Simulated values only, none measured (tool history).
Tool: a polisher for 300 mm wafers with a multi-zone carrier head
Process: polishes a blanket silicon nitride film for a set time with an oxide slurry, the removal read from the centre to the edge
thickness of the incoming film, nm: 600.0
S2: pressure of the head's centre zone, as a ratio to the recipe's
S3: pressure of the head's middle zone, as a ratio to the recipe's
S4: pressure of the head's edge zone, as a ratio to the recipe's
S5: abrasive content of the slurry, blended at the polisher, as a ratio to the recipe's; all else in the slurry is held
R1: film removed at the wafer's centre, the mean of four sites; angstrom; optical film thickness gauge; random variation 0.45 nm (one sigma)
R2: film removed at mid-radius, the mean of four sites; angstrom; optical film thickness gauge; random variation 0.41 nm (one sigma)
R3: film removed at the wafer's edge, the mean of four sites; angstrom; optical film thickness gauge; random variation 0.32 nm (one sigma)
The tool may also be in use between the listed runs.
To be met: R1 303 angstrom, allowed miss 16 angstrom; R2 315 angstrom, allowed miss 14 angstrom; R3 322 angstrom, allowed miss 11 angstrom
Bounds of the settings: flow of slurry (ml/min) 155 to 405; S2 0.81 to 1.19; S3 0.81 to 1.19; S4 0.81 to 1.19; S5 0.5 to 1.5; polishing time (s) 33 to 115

run 1 hour=0 | flow_of_slurry_(ml/min)=260 S2=1 S3=1 S4=1 S5=1 polishing_time_(s)=73 | R1=608.57 R2=591.88 R3=600.03
run 2 hour=8.6 | flow_of_slurry_(ml/min)=260 S2=1 S3=1.05 S4=1 S5=1 polishing_time_(s)=73 | R1=593.36 R2=610.92 R3=613.8
run 3 hour=13.7 | flow_of_slurry_(ml/min)=260 S2=1 S3=1.05 S4=1 S5=0.85 polishing_time_(s)=73 | R1=528.68 R2=562.35 R3=553.7
run 4 hour=22.4 | flow_of_slurry_(ml/min)=235 S2=1 S3=1.05 S4=1 S5=0.85 polishing_time_(s)=73 | R1=547.18 R2=540.46 R3=547.14
run 5 hour=27.9 | flow_of_slurry_(ml/min)=235 S2=1 S3=1.05 S4=1 S5=0.85 polishing_time_(s)=63 | R1=470.23 R2=469.31 R3=469.05
run 6 hour=36.5 | flow_of_slurry_(ml/min)=235 S2=1.06 S3=1.05 S4=1 S5=0.85 polishing_time_(s)=63 | R1=483.8 R2=462.2 R3=470.93
run 7 hour=42.2 | flow_of_slurry_(ml/min)=240 S2=1.03 S3=1.05 S4=1.02 S5=0.75 polishing_time_(s)=59 | R1=406.57 R2=411.41 R3=404.62
run 8 hour=44.1 | flow_of_slurry_(ml/min)=230 S2=1.01 S3=1.02 S4=1.06 S5=0.65 polishing_time_(s)=59 | R1=357.69 R2=350.72 R3=365.99
run 9 hour=52.2 | flow_of_slurry_(ml/min)=240 S2=1 S3=1.01 S4=1.06 S5=0.6 polishing_time_(s)=59 | R1=331.87 R2=337.79 R3=347.64
run 10 hour=53.5 | flow_of_slurry_(ml/min)=245 S2=0.99 S3=1 S4=1.05 S5=0.6 polishing_time_(s)=59 | R1=329.93 R2=326.16 R3=338.6
run 11 hour=61.6 | flow_of_slurry_(ml/min)=235 S2=0.92 S3=1 S4=1.01 S5=0.55 polishing_time_(s)=59 | R1=277.86 R2=292.94 R3=309.07
run 12 hour=67.9 | flow_of_slurry_(ml/min)=245 S2=0.93 S3=1 S4=1.01 S5=0.55 polishing_time_(s)=59 | R1=279.14 R2=294.48 R3=311.78
run 13 hour=76.1 | flow_of_slurry_(ml/min)=265 S2=1 S3=1.05 S4=1.02 S5=0.6 polishing_time_(s)=59 | R1=331.12 R2=339.87 R3=338.61
run 14 hour=76.9 | flow_of_slurry_(ml/min)=270 S2=0.99 S3=1.04 S4=1.01 S5=0.6 polishing_time_(s)=59 | R1=333.3 R2=339 R3=337.01
run 15 hour=78.9 | flow_of_slurry_(ml/min)=270 S2=0.97 S3=1.03 S4=1 S5=0.6 polishing_time_(s)=59 | R1=324.9 R2=339.23 R3=337.12
run 16 hour=80.2 | flow_of_slurry_(ml/min)=270 S2=0.96 S3=1.02 S4=0.99 S5=0.6 polishing_time_(s)=59 | R1=319.19 R2=335.05 R3=339.46
run 17 hour=87.5 | flow_of_slurry_(ml/min)=255 S2=0.95 S3=0.99 S4=0.94 S5=0.5 polishing_time_(s)=59 | R1=256.34 R2=268.77 R3=272.94
run 18 hour=92.6 | flow_of_slurry_(ml/min)=260 S2=0.96 S3=1 S4=0.98 S5=0.5 polishing_time_(s)=58 | R1=252.37 R2=262.79 R3=274.14
run 19 hour=99.3 | flow_of_slurry_(ml/min)=270 S2=1.03 S3=1.09 S4=1.04 S5=0.75 polishing_time_(s)=59 | R1=414.01 R2=427.18 R3=414.79
run 20 hour=103.1 | flow_of_slurry_(ml/min)=275 S2=0.99 S3=1.04 S4=0.98 S5=0.75 polishing_time_(s)=59 | R1=403.69 R2=407.65 R3=401.77

4 next moves are on the table. One of them brings every result within its allowed miss. Which?
run A hour=106.9 | flow_of_slurry_(ml/min)=215 S2=0.95 S3=1.01 S4=0.99 S5=0.65 polishing_time_(s)=53 | R1=? R2=? R3=?
run B hour=106.9 | flow_of_slurry_(ml/min)=320 S2=1 S3=1.09 S4=0.89 S5=0.75 polishing_time_(s)=46 | R1=? R2=? R3=?
run C hour=106.9 | flow_of_slurry_(ml/min)=395 S2=1.19 S3=0.98 S4=0.83 S5=0.95 polishing_time_(s)=45 | R1=? R2=? R3=?
run D hour=106.9 | flow_of_slurry_(ml/min)=365 S2=1.05 S3=1.13 S4=1.14 S5=0.55 polishing_time_(s)=51 | R1=? R2=? R3=?

move=A R1=307.98 R2=316.44 R3=323.76
move=B R1=330.52 R2=342.37 R3=309.12
move=C R1=460.06 R2=364.77 R3=348.85
move=D R1=294.57 R2=299 R3=294.44
A: meets every target
B: takes the result that was furthest off past its target
C: further off than the last run
D: takes the result that was furthest off past its target
The right move is A.

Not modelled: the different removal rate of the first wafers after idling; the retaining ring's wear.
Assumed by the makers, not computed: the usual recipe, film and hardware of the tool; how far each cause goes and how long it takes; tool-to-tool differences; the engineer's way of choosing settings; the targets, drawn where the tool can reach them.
